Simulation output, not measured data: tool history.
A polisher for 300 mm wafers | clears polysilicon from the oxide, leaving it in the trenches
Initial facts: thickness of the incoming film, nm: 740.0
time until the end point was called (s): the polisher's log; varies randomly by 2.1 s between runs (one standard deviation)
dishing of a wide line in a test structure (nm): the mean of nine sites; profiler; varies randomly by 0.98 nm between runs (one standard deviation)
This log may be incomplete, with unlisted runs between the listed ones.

run,hour,flow of slurry (ml/min),pressure of the wafer on the pad (kPa),speed of the pad under the wafer (cm/s),overpolish time after the end point (s),time until the end point was called (s),dishing of a wide line in a test structure (nm)
1,0,190,15.2,102,28,61.011,51.035
2,5.5,190,15.2,80,28,79.225,50.705
3,13.6,150,15.2,80,28,80.078,51.04
4,18.5,155,14.5,80,26,82.815,50.127
5,22.7,155,14.5,80,37,84.218,51.11
6,27.2,155,13.8,80,34,86.553,52.231
7,30.1,155,13.8,76,31,91.024,53.036
8,34.2,150,14.5,72,29,91.157,52.252

What does the tool deliver on the next run?
9,35.9,155,14.5,72,26,?,?

{"run 9": {"time until the end point was called (s)": 90.816, "dishing of a wide line in a test structure (nm)": 51.052}}

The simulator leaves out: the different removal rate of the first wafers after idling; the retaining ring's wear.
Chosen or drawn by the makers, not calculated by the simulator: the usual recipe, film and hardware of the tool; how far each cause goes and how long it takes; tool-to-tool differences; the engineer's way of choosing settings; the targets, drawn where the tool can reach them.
